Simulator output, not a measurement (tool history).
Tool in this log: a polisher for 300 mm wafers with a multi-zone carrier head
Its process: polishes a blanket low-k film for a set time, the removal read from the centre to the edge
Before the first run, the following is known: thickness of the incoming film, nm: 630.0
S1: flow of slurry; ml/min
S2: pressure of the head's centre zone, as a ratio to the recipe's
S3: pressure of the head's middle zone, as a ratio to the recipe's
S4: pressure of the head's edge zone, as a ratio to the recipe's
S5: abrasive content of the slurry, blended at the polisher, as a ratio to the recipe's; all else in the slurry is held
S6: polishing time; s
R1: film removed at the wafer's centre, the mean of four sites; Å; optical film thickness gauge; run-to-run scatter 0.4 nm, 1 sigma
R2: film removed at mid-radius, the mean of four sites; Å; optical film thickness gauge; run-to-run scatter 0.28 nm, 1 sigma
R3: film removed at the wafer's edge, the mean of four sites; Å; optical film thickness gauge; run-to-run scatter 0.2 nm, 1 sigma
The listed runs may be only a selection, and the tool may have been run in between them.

run	hour	S1	S2	S3	S4	S5	S6	R1	R2	R3
1	0	135	1	1	1	1	84	382.31	439.18	427.43
2	6.1	125	1.05	0.98	0.94	0.9	84	374.76	403	388.42
3	13.4	115	1.09	0.97	0.9	0.9	84	377.51	387.96	376.99
4	18.5	115	1.09	0.97	0.9	0.8	84	350.43	370.32	358.27
5	26.1	145	1.09	0.97	0.9	0.8	84	373.93	384.84	372.02
6	27.6	150	1.12	0.97	0.87	0.8	83	391.29	384.73	362.67

Predict the results of run 7:
7	35.1	145	1.14	0.97	0.85	0.8	83	?	?	?

R1: 391.07 Å
R2: 377.45 Å
R3: 357.33 Å
